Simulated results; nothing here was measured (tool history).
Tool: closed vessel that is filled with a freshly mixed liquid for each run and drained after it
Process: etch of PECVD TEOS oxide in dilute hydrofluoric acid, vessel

run	hour	temperature setpoint of the liquid (C)	parts of water to one part of 49 % hydrofluoric acid (parts by volume)	time in the liquid (s)	thickness taken off the PECVD TEOS oxide on a monitor wafer (angstrom)
1	0	21	280	740	186.38
2	4.5	20	280	740	181.06
3	10.1	19	280	740	175.8
4	17.6	18.5	280	740	170.43
5	23.7	18	280	740	169.62
6	24.7	18	345	740	130.76
7	27.1	20	345	740	138.33
8	30.1	21.5	345	740	148.28
9	36.5	22	345	740	148.54
10	43.7	25.5	345	740	169.61

The next listed run, before its measurement:
11	52.1	25.5	345	740	?

{"run 11": {"thickness taken off the PECVD TEOS oxide on a monitor wafer (angstrom)": 168.37}}
